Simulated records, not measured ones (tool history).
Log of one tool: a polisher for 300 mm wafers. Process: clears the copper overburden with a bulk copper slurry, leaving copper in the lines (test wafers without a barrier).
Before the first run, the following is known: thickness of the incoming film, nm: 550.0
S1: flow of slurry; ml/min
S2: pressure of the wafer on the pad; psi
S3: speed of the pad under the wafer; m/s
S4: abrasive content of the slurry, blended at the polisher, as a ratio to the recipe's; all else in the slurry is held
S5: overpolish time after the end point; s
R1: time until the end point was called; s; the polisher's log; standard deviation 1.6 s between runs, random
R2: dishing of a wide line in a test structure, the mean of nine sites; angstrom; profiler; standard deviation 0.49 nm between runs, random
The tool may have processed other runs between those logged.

run 1 hour=0.0 | S1=240 S2=1.7 S3=1.14 S4=1.0 S5=10 | R1=73.627 R2=428.23
run 2 hour=7.0 | S1=240 S2=1.7 S3=1.14 S4=1.0 S5=13 | R1=76.430 R2=528.37
run 3 hour=8.7 | S1=240 S2=1.6 S3=1.14 S4=1.0 S5=11 | R1=78.509 R2=452.27
run 4 hour=11.5 | S1=240 S2=1.5 S3=1.10 S4=1.0 S5=9 | R1=85.912 R2=355.24
run 5 hour=12.5 | S1=240 S2=1.4 S3=1.10 S4=1.0 S5=8 | R1=94.866 R2=314.79
run 6 hour=16.8 | S1=240 S2=1.4 S3=0.84 S4=1.0 S5=8 | R1=117.720 R2=251.39

Run 7 has not been measured yet. What should we expect?
run 7 hour=20.3 | S1=240 S2=1.5 S3=0.84 S4=1.0 S5=7 | R1=? R2=?

{"run 7": {"R1": 110.45, "R2": 254.27}}
